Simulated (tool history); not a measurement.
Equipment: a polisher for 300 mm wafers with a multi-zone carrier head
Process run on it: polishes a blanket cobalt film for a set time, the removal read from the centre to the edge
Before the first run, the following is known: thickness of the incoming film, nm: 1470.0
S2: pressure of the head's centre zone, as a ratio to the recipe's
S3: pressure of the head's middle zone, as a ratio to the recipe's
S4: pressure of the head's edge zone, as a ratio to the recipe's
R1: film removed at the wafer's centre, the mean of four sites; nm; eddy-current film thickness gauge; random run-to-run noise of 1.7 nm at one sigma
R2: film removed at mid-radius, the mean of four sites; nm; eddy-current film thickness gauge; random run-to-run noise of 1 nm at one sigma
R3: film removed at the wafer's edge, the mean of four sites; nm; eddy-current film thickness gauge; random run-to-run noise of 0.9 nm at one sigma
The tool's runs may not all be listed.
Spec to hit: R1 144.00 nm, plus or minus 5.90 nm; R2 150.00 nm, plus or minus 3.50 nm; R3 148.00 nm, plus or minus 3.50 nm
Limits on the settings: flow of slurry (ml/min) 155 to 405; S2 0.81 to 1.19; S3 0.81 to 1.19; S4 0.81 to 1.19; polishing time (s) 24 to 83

{"run": 1, "hour": 0.0, "flow of slurry (ml/min)": 260, "S2": 1.0, "S3": 1.0, "S4": 1.0, "polishing time (s)": 53, "R1": 281.52, "R2": 283.9, "R3": 273.65}
{"run": 2, "hour": 1.5, "flow of slurry (ml/min)": 250, "S2": 0.97, "S3": 0.98, "S4": 0.97, "polishing time (s)": 47, "R1": 240.4, "R2": 248.78, "R3": 238.08}
{"run": 3, "hour": 5.2, "flow of slurry (ml/min)": 240, "S2": 0.95, "S3": 0.95, "S4": 0.94, "polishing time (s)": 43, "R1": 216.79, "R2": 223.47, "R3": 215.0}
{"run": 4, "hour": 7.6, "flow of slurry (ml/min)": 230, "S2": 0.93, "S3": 0.92, "S4": 0.92, "polishing time (s)": 40, "R1": 196.89, "R2": 199.81, "R3": 195.16}
{"run": 5, "hour": 14.2, "flow of slurry (ml/min)": 230, "S2": 0.93, "S3": 0.87, "S4": 0.92, "polishing time (s)": 40, "R1": 199.0, "R2": 193.84, "R3": 194.8}
{"run": 6, "hour": 17.1, "flow of slurry (ml/min)": 220, "S2": 0.91, "S3": 0.86, "S4": 0.9, "polishing time (s)": 38, "R1": 185.48, "R2": 181.33, "R3": 183.01}
{"run": 7, "hour": 21.5, "flow of slurry (ml/min)": 210, "S2": 0.89, "S3": 0.85, "S4": 0.88, "polishing time (s)": 37, "R1": 170.85, "R2": 174.71, "R3": 177.34}
{"run": 8, "hour": 27.2, "flow of slurry (ml/min)": 215, "S2": 0.89, "S3": 0.85, "S4": 0.81, "polishing time (s)": 27, "R1": 127.84, "R2": 127.35, "R3": 124.73}

Which single option among these 4 for the next run brings every result within its allowed miss of target? Just one does.
{"run": "A", "hour": 32.9, "flow of slurry (ml/min)": 205, "S2": 0.9, "S3": 0.82, "S4": 0.81, "polishing time (s)": 31, "R1": "?", "R2": "?", "R3": "?"}
{"run": "B", "hour": 32.9, "flow of slurry (ml/min)": 240, "S2": 0.91, "S3": 0.81, "S4": 0.88, "polishing time (s)": 32, "R1": "?", "R2": "?", "R3": "?"}
{"run": "C", "hour": 32.9, "flow of slurry (ml/min)": 225, "S2": 0.87, "S3": 0.86, "S4": 0.86, "polishing time (s)": 31, "R1": "?", "R2": "?", "R3": "?"}
{"run": "D", "hour": 32.9, "flow of slurry (ml/min)": 225, "S2": 0.86, "S3": 0.84, "S4": 0.83, "polishing time (s)": 34, "R1": "?", "R2": "?", "R3": "?"}

move=A R1=146.74 R2=142.18 R3=141.03
move=B R1=156.36 R2=148.65 R3=153.35
move=C R1=144.48 R2=148.02 R3=146.08
move=D R1=156.87 R2=160.11 R3=157.73
A: closes in on the targets versus the last run, not all within tolerance yet
B: takes the biggest miss from the last run beyond its target
C: in spec on every target
D: takes the biggest miss from the last run beyond its target
Answer: C

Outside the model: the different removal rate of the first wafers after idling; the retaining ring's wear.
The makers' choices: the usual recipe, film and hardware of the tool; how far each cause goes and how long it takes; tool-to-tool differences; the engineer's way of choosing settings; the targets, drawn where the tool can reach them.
